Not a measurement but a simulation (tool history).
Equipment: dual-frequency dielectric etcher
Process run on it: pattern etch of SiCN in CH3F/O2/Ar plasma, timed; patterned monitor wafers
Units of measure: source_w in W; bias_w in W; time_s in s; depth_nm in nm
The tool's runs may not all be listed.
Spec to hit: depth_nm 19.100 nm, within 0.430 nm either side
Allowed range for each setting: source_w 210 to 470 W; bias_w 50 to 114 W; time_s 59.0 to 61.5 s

run	hour	source_w	bias_w	time_s	depth_nm
1	0.0	340	82	59.0	23.204
2	1.3	390	82	59.0	24.287
3	6.2	390	75	59.0	23.533
4	6.8	390	75	61.5	24.799
5	9.5	430	75	61.5	25.756
6	16.4	410	71	61.0	24.526
7	25.3	390	68	61.0	23.858
8	32.5	390	68	61.0	23.723
9	34.2	370	65	61.0	22.683
10	38.3	370	65	61.0	22.650
11	39.6	350	64	61.0	22.197
12	42.3	330	63	61.0	21.585
# hour 44.6: wet clean of the chamber
13	44.6	330	63	61.0	20.666
14	47.5	320	63	61.0	20.530
15	53.6	310	63	61.0	20.108
16	54.4	310	63	61.0	20.317

Consider the 5 candidate settings below. Which is the only one whose results all fall within their allowed miss of target?
A	55.2	390	50	59.5	?
B	55.2	320	65	60.5	?
C	55.2	280	67	61.0	?
D	55.2	290	55	61.5	?
E	55.2	230	71	59.5	?

move	depth_nm
A	20.108
B	20.576
C	19.892
D	19.042
E	18.329
A: nearer the targets than the last run, but a result is still out of spec
B: moves away from the targets compared with the last run
C: nearer the targets than the last run, but a result is still out of spec
D: hits every target within its allowed miss
E: pushes the last run's worst result past its target
Go with D: it meets all targets.

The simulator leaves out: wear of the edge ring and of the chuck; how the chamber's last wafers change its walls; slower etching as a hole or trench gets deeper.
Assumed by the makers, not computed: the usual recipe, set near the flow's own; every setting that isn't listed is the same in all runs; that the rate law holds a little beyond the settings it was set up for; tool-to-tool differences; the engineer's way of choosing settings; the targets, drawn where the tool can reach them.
